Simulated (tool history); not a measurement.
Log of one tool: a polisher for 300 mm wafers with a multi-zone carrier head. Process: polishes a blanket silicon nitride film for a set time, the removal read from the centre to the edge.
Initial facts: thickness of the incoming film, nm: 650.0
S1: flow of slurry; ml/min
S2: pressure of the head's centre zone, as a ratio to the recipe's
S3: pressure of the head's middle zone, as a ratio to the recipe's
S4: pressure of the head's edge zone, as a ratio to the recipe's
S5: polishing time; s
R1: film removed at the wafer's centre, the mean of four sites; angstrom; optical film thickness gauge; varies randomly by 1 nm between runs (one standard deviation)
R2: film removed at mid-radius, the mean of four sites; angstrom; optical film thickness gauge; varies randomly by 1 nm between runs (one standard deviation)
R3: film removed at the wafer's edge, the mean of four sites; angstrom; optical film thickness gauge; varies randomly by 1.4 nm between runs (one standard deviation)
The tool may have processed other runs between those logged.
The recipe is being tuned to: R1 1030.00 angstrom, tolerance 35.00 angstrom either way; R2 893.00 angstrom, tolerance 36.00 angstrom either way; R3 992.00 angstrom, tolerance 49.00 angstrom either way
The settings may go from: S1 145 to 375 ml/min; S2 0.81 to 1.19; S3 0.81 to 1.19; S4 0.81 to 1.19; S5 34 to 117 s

run    day   S1    S2    S3    S4  S5       R1       R2       R3
  1  0.000  240  1.00  1.00  1.00  75  1701.20  1720.50  1770.80
  2  0.088  240  1.00  1.03  1.00  75  1707.80  1788.30  1749.70
  3  0.208  240  1.00  1.03  0.95  75  1689.00  1777.70  1733.10
  4  0.396  235  1.02  1.00  0.94  65  1486.60  1512.70  1482.10
  5  0.512  235  1.07  1.00  0.94  65  1555.60  1511.60  1496.40
     0.833  -- slurry nozzle cleaned
  6  0.833  235  1.07  1.00  1.01  65  1648.00  1515.50  1551.10
  7  0.967  235  1.07  1.00  1.01  65  1611.30  1512.40  1562.80
  8  1.108  230  1.07  0.97  0.98  58  1436.00  1328.40  1382.80
  9  1.208  215  1.05  0.87  0.88  37   893.47   760.77   853.97
 10  1.300  230  1.06  0.88  0.91  37   929.53   787.23   864.01

Next run, 4 choices. One meets every target within its allowed miss, the rest don't. Which?
  A  1.392  220  0.89  1.00  0.84  40   ?   ?   ?
  B  1.392  225  1.01  0.84  0.87  44   ?   ?   ?
  C  1.392  265  0.98  1.02  0.81  37   ?   ?   ?
  D  1.392  145  0.81  0.84  1.02  45   ?   ?   ?

move       R1      R2       R3
   A   831.86  953.85   868.20
   B  1031.80  909.31   974.12
   C   861.27  915.21   802.30
   D   803.27  876.68  1027.30
A: moves the result that the last run missed by most past its target, out the other side
B: every result lands within tolerance
C: corrects the largest miss of the last run, while another result sits out of spec
D: corrects the largest miss of the last run, while another result sits out of spec
Answer: B

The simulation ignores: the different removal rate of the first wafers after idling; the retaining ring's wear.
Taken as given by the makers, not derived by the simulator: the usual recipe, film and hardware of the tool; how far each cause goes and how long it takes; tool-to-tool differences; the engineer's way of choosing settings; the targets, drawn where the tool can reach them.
